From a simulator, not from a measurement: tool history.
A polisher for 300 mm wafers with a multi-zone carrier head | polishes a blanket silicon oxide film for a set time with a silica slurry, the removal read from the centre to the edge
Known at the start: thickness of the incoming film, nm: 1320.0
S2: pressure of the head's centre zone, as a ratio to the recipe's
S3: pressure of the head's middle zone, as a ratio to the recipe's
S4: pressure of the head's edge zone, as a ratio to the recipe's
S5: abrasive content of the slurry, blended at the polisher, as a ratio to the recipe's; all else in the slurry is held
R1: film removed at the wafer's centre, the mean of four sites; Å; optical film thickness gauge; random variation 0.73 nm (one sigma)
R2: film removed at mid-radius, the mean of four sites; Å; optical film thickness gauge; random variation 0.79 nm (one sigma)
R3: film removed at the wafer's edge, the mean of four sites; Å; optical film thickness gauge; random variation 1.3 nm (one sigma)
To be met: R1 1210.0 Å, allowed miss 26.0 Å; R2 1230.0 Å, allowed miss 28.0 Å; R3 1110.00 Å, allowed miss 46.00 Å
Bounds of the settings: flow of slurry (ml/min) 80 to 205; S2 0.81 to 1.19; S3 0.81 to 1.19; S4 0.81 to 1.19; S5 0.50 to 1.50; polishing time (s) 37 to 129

{"run": 1, "day": 0.0, "flow of slurry (ml/min)": 135, "S2": 1.0, "S3": 1.0, "S4": 1.0, "S5": 1.0, "polishing time (s)": 83, "R1": 2040.6, "R2": 1999.4, "R3": 1959.2}
{"run": 2, "day": 0.242, "flow of slurry (ml/min)": 135, "S2": 1.0, "S3": 1.0, "S4": 1.07, "S5": 1.0, "polishing time (s)": 83, "R1": 2020.3, "R2": 1990.2, "R3": 2002.1}
{"run": 3, "day": 0.304, "flow of slurry (ml/min)": 135, "S2": 1.0, "S3": 1.0, "S4": 1.07, "S5": 1.15, "polishing time (s)": 83, "R1": 2137.6, "R2": 2120.9, "R3": 2095.3}
{"run": 4, "day": 0.367, "flow of slurry (ml/min)": 135, "S2": 1.0, "S3": 1.0, "S4": 1.07, "S5": 1.05, "polishing time (s)": 83, "R1": 2067.1, "R2": 2062.6, "R3": 2055.3}
{"run": 5, "day": 0.508, "flow of slurry (ml/min)": 135, "S2": 1.0, "S3": 1.0, "S4": 1.07, "S5": 1.05, "polishing time (s)": 68, "R1": 1702.0, "R2": 1649.5, "R3": 1667.9}
{"run": 6, "day": 0.733, "flow of slurry (ml/min)": 135, "S2": 0.99, "S3": 1.01, "S4": 1.03, "S5": 0.95, "polishing time (s)": 66, "R1": 1574.2, "R2": 1579.8, "R3": 1555.8}
{"run": 7, "day": 1.092, "flow of slurry (ml/min)": 135, "S2": 0.99, "S3": 1.01, "S4": 0.99, "S5": 0.85, "polishing time (s)": 65, "R1": 1466.2, "R2": 1467.9, "R3": 1447.1}
{"run": 8, "day": 1.175, "flow of slurry (ml/min)": 135, "S2": 1.0, "S3": 1.02, "S4": 0.96, "S5": 0.8, "polishing time (s)": 64, "R1": 1442.9, "R2": 1423.3, "R3": 1372.1}

Which of these 4 next moves meets every target?
{"run": "A", "day": 1.258, "flow of slurry (ml/min)": 165, "S2": 1.02, "S3": 1.07, "S4": 0.93, "S5": 0.85, "polishing time (s)": 49, "R1": "?", "R2": "?", "R3": "?"}
{"run": "B", "day": 1.258, "flow of slurry (ml/min)": 160, "S2": 1.1, "S3": 1.17, "S4": 0.81, "S5": 0.65, "polishing time (s)": 54, "R1": "?", "R2": "?", "R3": "?"}
{"run": "C", "day": 1.258, "flow of slurry (ml/min)": 135, "S2": 1.0, "S3": 1.08, "S4": 1.02, "S5": 0.55, "polishing time (s)": 66, "R1": "?", "R2": "?", "R3": "?"}
{"run": "D", "day": 1.258, "flow of slurry (ml/min)": 135, "S2": 1.18, "S3": 1.17, "S4": 0.81, "S5": 0.85, "polishing time (s)": 48, "R1": "?", "R2": "?", "R3": "?"}

move=A R1=1190.7 R2=1211.6 R3=1091.40
move=B R1=1237.9 R2=1273.3 R3=1019.60
move=C R1=1242.9 R2=1302.9 R3=1215.80
move=D R1=1260.3 R2=1226.4 R3=992.33
A: meets every target
B: nearer than the last run, and not there yet
C: nearer than the last run, and not there yet
D: nearer than the last run, and not there yet
The right move is A.

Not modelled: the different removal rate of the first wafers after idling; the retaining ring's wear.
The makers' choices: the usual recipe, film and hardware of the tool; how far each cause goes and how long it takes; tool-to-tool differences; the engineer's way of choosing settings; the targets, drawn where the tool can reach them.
